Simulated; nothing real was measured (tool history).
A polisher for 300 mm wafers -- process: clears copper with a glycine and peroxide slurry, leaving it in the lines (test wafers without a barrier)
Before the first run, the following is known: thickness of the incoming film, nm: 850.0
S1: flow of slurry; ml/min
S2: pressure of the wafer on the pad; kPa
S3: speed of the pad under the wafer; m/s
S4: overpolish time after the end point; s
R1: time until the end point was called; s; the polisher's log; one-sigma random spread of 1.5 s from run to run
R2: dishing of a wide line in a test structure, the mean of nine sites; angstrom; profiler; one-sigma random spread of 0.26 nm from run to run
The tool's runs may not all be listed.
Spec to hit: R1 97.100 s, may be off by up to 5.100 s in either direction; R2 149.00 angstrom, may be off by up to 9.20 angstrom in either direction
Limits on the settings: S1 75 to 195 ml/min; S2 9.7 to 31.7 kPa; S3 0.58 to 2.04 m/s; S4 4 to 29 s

| run | hour | S1 | S2 | S3 | S4 | R1 | R2 |
|---|---|---|---|---|---|---|---|
| 1 | 0.0 | 125 | 20.7 | 1.30 | 15 | 132.710 | 162.66 |
| 2 | 8.8 | 115 | 22.8 | 1.36 | 11 | 118.210 | 163.91 |
| 3 | 11.7 | 85 | 22.8 | 1.36 | 11 | 127.400 | 161.97 |
| 4 | 12.9 | 85 | 22.8 | 1.36 | 8 | 129.010 | 154.82 |
| 5 | 20.6 | 85 | 22.8 | 1.16 | 8 | 145.030 | 153.36 |
| 6 | 23.6 | 85 | 22.8 | 1.16 | 10 | 147.400 | 159.01 |
| 7 | 27.3 | 95 | 24.1 | 1.22 | 8 | 125.700 | 158.25 |
| 8 | 30.4 | 95 | 24.8 | 1.30 | 7 | 121.160 | 153.92 |
| 9 | 38.9 | 105 | 26.2 | 1.30 | 6 | 109.900 | 149.66 |
| 10 | 47.3 | 110 | 26.9 | 1.30 | 6 | 108.290 | 154.06 |
| 11 | 52.8 | 110 | 28.3 | 1.30 | 5 | 103.360 | 142.84 |

Which single option among these 5 for the next run brings every result within its allowed miss of target? Just one does.
| A | 58.3 | 130 | 31.0 | 1.46 | 4 | ? | ? |
| B | 58.3 | 100 | 26.9 | 1.30 | 6 | ? | ? |
| C | 58.3 | 105 | 25.5 | 1.36 | 4 | ? | ? |
| D | 58.3 | 120 | 24.8 | 1.34 | 6 | ? | ? |
| E | 58.3 | 105 | 27.6 | 1.44 | 5 | ? | ? |

| move | R1 | R2 |
|---|---|---|
| A | 82.184 | 149.52 |
| B | 109.030 | 155.25 |
| C | 107.900 | 139.04 |
| D | 108.310 | 155.58 |
| E | 96.235 | 152.36 |
A: takes the result that was furthest off past its target
B: moves away from the targets compared with the last run
C: moves away from the targets compared with the last run
D: moves away from the targets compared with the last run
E: every result within its allowed miss
Move E is the one to make.
